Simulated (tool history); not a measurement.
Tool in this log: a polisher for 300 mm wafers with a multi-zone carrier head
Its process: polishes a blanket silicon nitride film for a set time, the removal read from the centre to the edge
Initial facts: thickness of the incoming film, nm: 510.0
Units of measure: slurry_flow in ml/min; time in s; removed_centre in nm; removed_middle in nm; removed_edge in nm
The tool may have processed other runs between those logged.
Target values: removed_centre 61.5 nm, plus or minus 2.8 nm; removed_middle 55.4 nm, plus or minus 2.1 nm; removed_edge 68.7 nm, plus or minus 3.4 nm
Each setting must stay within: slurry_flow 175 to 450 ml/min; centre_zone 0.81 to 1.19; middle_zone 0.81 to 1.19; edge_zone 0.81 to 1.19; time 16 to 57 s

Run 1, hour 0: slurry_flow 290 ml/min, centre_zone 1, middle_zone 1, edge_zone 1, time 36 s. Result: removed_centre 51.178 nm, removed_middle 50.492 nm, removed_edge 49.863 nm.
Run 2, hour 2.2: slurry_flow 290 ml/min, centre_zone 1, middle_zone 0.98, edge_zone 1.02, time 37 s. Result: removed_centre 52.85 nm, removed_middle 50.938 nm, removed_edge 51.286 nm.
Run 3, hour 3.4: slurry_flow 290 ml/min, centre_zone 1, middle_zone 0.98, edge_zone 1.02, time 40 s. Result: removed_centre 58.056 nm, removed_middle 55.143 nm, removed_edge 57.485 nm.
Run 4, hour 5.1: slurry_flow 290 ml/min, centre_zone 0.99, middle_zone 0.97, edge_zone 1.04, time 40 s. Result: removed_centre 58.185 nm, removed_middle 55.107 nm, removed_edge 57.373 nm.
Run 5, hour 10.6: slurry_flow 290 ml/min, centre_zone 1.05, middle_zone 0.97, edge_zone 1.04, time 40 s. Result: removed_centre 58.138 nm, removed_middle 54.076 nm, removed_edge 55.162 nm.
Run 6, hour 14.5: slurry_flow 290 ml/min, centre_zone 1.03, middle_zone 0.96, edge_zone 1.05, time 40 s. Result: removed_centre 58.68 nm, removed_middle 53.119 nm, removed_edge 56.204 nm.
Run 7, hour 15.3: slurry_flow 290 ml/min, centre_zone 1.01, middle_zone 0.95, edge_zone 1.07, time 40 s. Result: removed_centre 57.842 nm, removed_middle 52.937 nm, removed_edge 58.193 nm.
Run 8, hour 22.1: slurry_flow 290 ml/min, centre_zone 1, middle_zone 0.95, edge_zone 1.08, time 40 s. Result: removed_centre 57.089 nm, removed_middle 53.594 nm, removed_edge 58.524 nm.
Run 9, hour 25.8: slurry_flow 290 ml/min, centre_zone 1, middle_zone 0.94, edge_zone 1.09, time 40 s. Result: removed_centre 55.57 nm, removed_middle 54.167 nm, removed_edge 58.129 nm.
Run 10, hour 27.5: slurry_flow 285 ml/min, centre_zone 1, middle_zone 0.92, edge_zone 1.1, time 41 s. Result: removed_centre 59.37 nm, removed_middle 53.39 nm, removed_edge 59.585 nm.
Run 11, hour 36.5: slurry_flow 290 ml/min, centre_zone 0.99, middle_zone 0.91, edge_zone 1.11, time 41 s. Result: removed_centre 57.531 nm, removed_middle 53.277 nm, removed_edge 59.553 nm.
Run 12, hour 38.9: slurry_flow 290 ml/min, centre_zone 0.99, middle_zone 0.91, edge_zone 1.11, time 41 s. Result: removed_centre 57.565 nm, removed_middle 52.245 nm, removed_edge 59.112 nm.
Run 13, hour 47.4: slurry_flow 290 ml/min, centre_zone 0.98, middle_zone 0.9, edge_zone 1.12, time 42 s. Result: removed_centre 59.454 nm, removed_middle 53.642 nm, removed_edge 61.88 nm.
Run 14, hour 53: slurry_flow 290 ml/min, centre_zone 0.97, middle_zone 0.9, edge_zone 1.13, time 42 s. Result: removed_centre 58.782 nm, removed_middle 53.069 nm, removed_edge 62.485 nm.
Run 15, hour 60.7: slurry_flow 290 ml/min, centre_zone 0.97, middle_zone 0.9, edge_zone 1.14, time 42 s. Result: removed_centre 58.862 nm, removed_middle 54.124 nm, removed_edge 61.103 nm.
Run 16, hour 62.3: slurry_flow 290 ml/min, centre_zone 0.96, middle_zone 0.89, edge_zone 1.14, time 43 s. Result: removed_centre 60.905 nm, removed_middle 54.955 nm, removed_edge 63.236 nm.
Run 17, hour 63.4: slurry_flow 290 ml/min, centre_zone 0.96, middle_zone 0.89, edge_zone 1.14, time 43 s. Result: removed_centre 59.541 nm, removed_middle 53.741 nm, removed_edge 62.424 nm.
Run 18, hour 69.8: slurry_flow 290 ml/min, centre_zone 0.95, middle_zone 0.88, edge_zone 1.15, time 44 s. Result: removed_centre 59.47 nm, removed_middle 55.361 nm, removed_edge 64.397 nm.

4 next moves are on the table. One of them brings every result within its allowed miss. Which?
Run A, hour 76.2: slurry_flow 365 ml/min, centre_zone 0.92, middle_zone 0.83, edge_zone 1.19, time 45 s. Result: removed_centre ?, removed_middle ?, removed_edge ?.
Run B, hour 76.2: slurry_flow 310 ml/min, centre_zone 0.93, middle_zone 0.93, edge_zone 1.12, time 43 s. Result: removed_centre ?, removed_middle ?, removed_edge ?.
Run C, hour 76.2: slurry_flow 275 ml/min, centre_zone 0.95, middle_zone 1.07, edge_zone 1.08, time 42 s. Result: removed_centre ?, removed_middle ?, removed_edge ?.
Run D, hour 76.2: slurry_flow 320 ml/min, centre_zone 1.19, middle_zone 0.91, edge_zone 1.11, time 43 s. Result: removed_centre ?, removed_middle ?, removed_edge ?.

move  removed_centre  removed_middle  removed_edge
   A          62.647            55.3        69.285
   B          59.473          57.218        63.365
   C          58.361          62.137        60.083
   D          73.149          56.299        63.238
A: every result within its allowed miss
B: further off than the last run
C: further off than the last run
D: further off than the last run
Go with A: it meets all targets.
